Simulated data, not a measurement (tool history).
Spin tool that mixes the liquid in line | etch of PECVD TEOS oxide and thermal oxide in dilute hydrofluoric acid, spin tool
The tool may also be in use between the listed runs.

run	hour	temperature setpoint of the liquid (K)	parts of water to one part of 49 % hydrofluoric acid (parts by volume)	time under the liquid (s)	thickness taken off the PECVD TEOS oxide on a monitor wafer (angstrom)	thickness taken off the thermal oxide on a monitor wafer (angstrom)
1	0.0	299.15	155	85	71.469	25.609
2	6.3	299.15	155	105	87.988	31.395
3	11.5	296.15	155	105	78.953	28.651
4	13.2	299.15	110	110	137.450	50.021
5	21.1	296.15	110	110	122.890	43.597
6	28.3	299.65	85	110	186.710	66.740
7	33.5	302.15	75	110	237.070	85.926
8	35.9	303.65	75	110	251.590	90.519
9	39.9	307.15	50	110	448.210	161.300
10	45.4	306.15	50	110	428.450	155.960
11	46.8	305.15	50	110	415.710	152.630
12	50.7	304.15	50	110	401.300	144.760
13	51.9	303.15	50	110	384.650	137.100
14	53.7	302.15	50	110	368.320	134.810
15	61.4	301.15	50	110	355.240	127.490
16	69.4	300.65	50	110	347.850	125.120

The next listed run, before its measurement:
17	73.5	300.15	50	110	?	?

{"run 17": {"thickness taken off the PECVD TEOS oxide on a monitor wafer (angstrom)": 342.76, "thickness taken off the thermal oxide on a monitor wafer (angstrom)": 122.72}}
